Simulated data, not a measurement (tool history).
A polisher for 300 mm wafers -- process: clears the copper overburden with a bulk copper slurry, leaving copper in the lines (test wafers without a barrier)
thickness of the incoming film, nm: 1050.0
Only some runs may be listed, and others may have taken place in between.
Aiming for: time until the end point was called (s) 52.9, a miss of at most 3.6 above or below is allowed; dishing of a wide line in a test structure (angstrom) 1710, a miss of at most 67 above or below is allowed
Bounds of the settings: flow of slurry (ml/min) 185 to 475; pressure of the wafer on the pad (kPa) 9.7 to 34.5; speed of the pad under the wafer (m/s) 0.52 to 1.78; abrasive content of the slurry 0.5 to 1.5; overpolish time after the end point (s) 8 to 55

run	hour	flow of slurry (ml/min)	pressure of the wafer on the pad (kPa)	speed of the pad under the wafer (m/s)	abrasive content of the slurry	overpolish time after the end point (s)	time until the end point was called (s)	dishing of a wide line in a test structure (angstrom)
1	0	305	22.1	1.14	1	28	95.995	1246.8
2	2.1	305	22.1	1.34	1	28	81.048	1348.8
3	2.6	345	22.1	1.34	1	28	79.492	1347.2
4	11.5	345	24.1	1.36	1	28	75.571	1446.9
5	17.2	345	24.1	1.36	0.85	28	74.565	1417.5
6	26.1	345	24.1	1.36	0.75	28	75.368	1394.5
7	30	345	26.2	1.38	0.75	27	71.56	1460.8
8	34.9	345	28.3	1.42	0.75	26	62.399	1530.1
9	35.9	345	29	1.42	0.75	26	60.041	1536.3

Exercise: of the 5 proposed moves below, exactly one satisfies all targets within the stated allowed misses. Which move is it?
A	36.9	340	30.3	1.56	0.75	29	?	?
B	36.9	400	30.3	1.3	0.75	21	?	?
C	36.9	265	26.2	1.72	1	21	?	?
D	36.9	385	29	1.38	0.7	39	?	?
E	36.9	420	26.2	1.62	0.75	17	?	?

move	time until the end point was called (s)	dishing of a wide line in a test structure (angstrom)
A	53.649	1697.7
B	63.282	1416
C	55.176	1464
D	63.285	1733.8
E	58.704	1294.1
A: every result within its allowed miss
B: its largest miss is bigger than the last run's
C: its largest miss is bigger than the last run's
D: corrects the largest miss of the last run, while another result sits out of spec
E: its largest miss is bigger than the last run's
A is the move that brings every result within its allowed miss.

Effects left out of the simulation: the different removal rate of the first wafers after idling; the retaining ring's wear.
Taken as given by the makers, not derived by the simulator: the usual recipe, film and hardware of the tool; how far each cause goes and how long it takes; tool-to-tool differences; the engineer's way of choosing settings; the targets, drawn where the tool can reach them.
